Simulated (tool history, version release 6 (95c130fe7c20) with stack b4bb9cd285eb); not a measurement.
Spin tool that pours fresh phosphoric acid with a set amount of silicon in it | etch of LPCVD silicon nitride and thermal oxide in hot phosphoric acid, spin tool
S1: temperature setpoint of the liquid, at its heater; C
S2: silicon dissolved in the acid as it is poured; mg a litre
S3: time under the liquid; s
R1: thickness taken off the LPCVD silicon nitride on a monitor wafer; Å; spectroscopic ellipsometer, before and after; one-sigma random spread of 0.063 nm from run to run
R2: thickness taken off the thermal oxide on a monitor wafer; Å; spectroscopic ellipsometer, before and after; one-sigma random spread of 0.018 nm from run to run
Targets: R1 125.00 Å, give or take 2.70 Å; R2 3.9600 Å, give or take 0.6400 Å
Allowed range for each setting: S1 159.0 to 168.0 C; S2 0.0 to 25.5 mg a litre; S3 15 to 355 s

run 1 day=0.000 | S1=164.0 S2=11.0 S3=180 | R1=172.26 R2=5.8074
run 2 day=0.250 | S1=165.5 S2=11.0 S3=180 | R1=180.21 R2=6.0595
run 3 day=0.542 | S1=163.5 S2=11.0 S3=180 | R1=168.45 R2=5.5743
run 4 day=0.725 | S1=163.5 S2=11.0 S3=210 | R1=198.87 R2=6.3546
run 5 day=0.921 | S1=163.5 S2=11.0 S3=175 | R1=164.29 R2=5.2270
run 6 day=1.175 | S1=162.5 S2=9.5 S3=165 | R1=149.49 R2=4.9448
run 7 day=1.200 | S1=161.5 S2=9.0 S3=160 | R1=139.99 R2=4.3628
run 8 day=1.392 | S1=161.0 S2=7.5 S3=160 | R1=139.00 R2=4.2496

Which of these 5 next moves meets every target?
run A day=1.583 | S1=161.0 S2=7.0 S3=145 | R1=? R2=?
run B day=1.583 | S1=164.0 S2=0.0 S3=135 | R1=? R2=?
run C day=1.583 | S1=160.0 S2=6.0 S3=155 | R1=? R2=?
run D day=1.583 | S1=159.5 S2=7.0 S3=160 | R1=? R2=?
run E day=1.583 | S1=166.5 S2=0.0 S3=125 | R1=? R2=?

move=A R1=125.28 R2=4.1069
move=B R1=128.86 R2=5.4580
move=C R1=129.51 R2=4.1622
move=D R1=131.46 R2=4.0555
move=E R1=129.51 R2=6.0555
A: in spec on every target
B: nearer the targets than the last run, but a result is still out of spec
C: nearer the targets than the last run, but a result is still out of spec
D: nearer the targets than the last run, but a result is still out of spec
E: nearer the targets than the last run, but a result is still out of spec
So the answer is move A, the one that meets all the targets.
